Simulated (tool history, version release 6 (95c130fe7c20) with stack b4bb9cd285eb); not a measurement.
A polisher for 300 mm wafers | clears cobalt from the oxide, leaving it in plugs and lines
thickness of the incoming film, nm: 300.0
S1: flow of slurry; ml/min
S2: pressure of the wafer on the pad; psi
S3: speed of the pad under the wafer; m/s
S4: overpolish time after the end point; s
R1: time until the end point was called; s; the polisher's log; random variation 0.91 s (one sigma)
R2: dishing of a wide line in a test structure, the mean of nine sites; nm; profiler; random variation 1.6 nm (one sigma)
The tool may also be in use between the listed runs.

Run 1, hour 0: S1 255 ml/min, S2 1.9 psi, S3 1.22 m/s, S4 14 s. Result: R1 46.911 s, R2 55.458 nm.
Run 2, hour 0.6: S1 255 ml/min, S2 1.9 psi, S3 1.22 m/s, S4 12 s. Result: R1 47.991 s, R2 51.944 nm.
Run 3, hour 6.9: S1 255 ml/min, S2 1.9 psi, S3 1 m/s, S4 12 s. Result: R1 57.077 s, R2 47.314 nm.
Run 4, hour 10.8: S1 255 ml/min, S2 1.9 psi, S3 1 m/s, S4 13 s. Result: R1 58.564 s, R2 48.692 nm.
Run 5, hour 15.3: S1 255 ml/min, S2 1.9 psi, S3 1.22 m/s, S4 13 s. Result: R1 47.657 s, R2 54.25 nm.
Run 6, hour 19: S1 255 ml/min, S2 1.9 psi, S3 1.4 m/s, S4 13 s. Result: R1 41.36 s, R2 58.267 nm.
Run 7, hour 23: S1 255 ml/min, S2 1.8 psi, S3 1.4 m/s, S4 14 s. Result: R1 43.923 s, R2 60.638 nm.

Run 8 comes next. What will it give?
Run 8, hour 29.8: S1 255 ml/min, S2 1.7 psi, S3 1.4 m/s, S4 14 s. Result: R1 ?, R2 ?.

R1: 46.999 s
R2: 57.674 nm
